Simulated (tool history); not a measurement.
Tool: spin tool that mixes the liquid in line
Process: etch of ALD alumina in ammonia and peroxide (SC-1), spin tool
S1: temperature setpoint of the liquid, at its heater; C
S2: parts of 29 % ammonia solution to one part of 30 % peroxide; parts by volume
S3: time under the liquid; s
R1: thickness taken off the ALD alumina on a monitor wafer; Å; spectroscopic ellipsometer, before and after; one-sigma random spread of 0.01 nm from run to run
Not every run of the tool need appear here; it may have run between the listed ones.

run	hour	S1	S2	S3	R1
1	0.0	63.0	0.55	15	23.410
2	5.6	63.0	0.35	15	22.831
3	11.5	66.0	0.35	15	26.259
4	13.3	65.0	0.35	15	25.043
5	22.2	64.0	0.35	15	23.692
6	30.9	63.0	0.35	15	22.405
7	35.3	62.5	0.35	15	21.901
8	38.2	62.0	0.35	15	21.528
9	42.9	61.5	0.35	15	20.816
10	50.1	61.0	0.35	15	20.402
11	53.0	60.5	0.35	15	19.508
12	57.7	60.0	0.35	15	19.554
13	64.8	54.0	0.35	15	13.999

Run 14 has not been measured yet. What should we expect?
14	67.3	55.0	0.35	15	?

{"run 14": {"R1": 15.06}}

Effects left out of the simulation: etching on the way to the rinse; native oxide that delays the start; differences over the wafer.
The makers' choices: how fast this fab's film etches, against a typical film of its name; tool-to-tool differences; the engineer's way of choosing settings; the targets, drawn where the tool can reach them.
